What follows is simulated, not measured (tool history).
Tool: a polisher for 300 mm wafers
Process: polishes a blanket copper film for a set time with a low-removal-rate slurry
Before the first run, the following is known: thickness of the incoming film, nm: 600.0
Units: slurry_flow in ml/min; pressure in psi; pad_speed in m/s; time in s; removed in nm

Run 1, day 0: slurry_flow 320 ml/min, pressure 3.4 psi, pad_speed 0.86 m/s, slurry_solids 1, time 68 s. Result: removed 193.71 nm.
Run 2, day 0.258: slurry_flow 320 ml/min, pressure 3.6 psi, pad_speed 0.86 m/s, slurry_solids 1, time 68 s. Result: removed 206.39 nm.
Run 3, day 0.338: slurry_flow 265 ml/min, pressure 3.6 psi, pad_speed 0.86 m/s, slurry_solids 1, time 68 s. Result: removed 199.5 nm.
Run 4, day 0.558: slurry_flow 265 ml/min, pressure 3.8 psi, pad_speed 0.86 m/s, slurry_solids 1, time 68 s. Result: removed 209.46 nm.
Run 5, day 0.592: slurry_flow 265 ml/min, pressure 3.8 psi, pad_speed 0.86 m/s, slurry_solids 1.1, time 68 s. Result: removed 213.7 nm.
Run 6, day 0.638: slurry_flow 265 ml/min, pressure 3.8 psi, pad_speed 0.86 m/s, slurry_solids 0.95, time 68 s. Result: removed 208.36 nm.
Run 7, day 0.796: slurry_flow 265 ml/min, pressure 4 psi, pad_speed 0.86 m/s, slurry_solids 0.95, time 68 s. Result: removed 213.77 nm.
Run 8, day 0.871: slurry_flow 265 ml/min, pressure 4.2 psi, pad_speed 0.88 m/s, slurry_solids 0.95, time 68 s. Result: removed 225.1 nm.
Run 9, day 0.921: slurry_flow 265 ml/min, pressure 4.3 psi, pad_speed 0.9 m/s, slurry_solids 0.95, time 68 s. Result: removed 235.82 nm.
Run 10, day 1.192: slurry_flow 265 ml/min, pressure 4.4 psi, pad_speed 0.92 m/s, slurry_solids 0.95, time 68 s. Result: removed 251.5 nm.

Run 11 is up next; what results do you expect?
Run 11, day 1.292: slurry_flow 265 ml/min, pressure 4.5 psi, pad_speed 0.92 m/s, slurry_solids 0.95, time 68 s. Result: removed ?.

Run 11 came out at removed 253.33 nm.
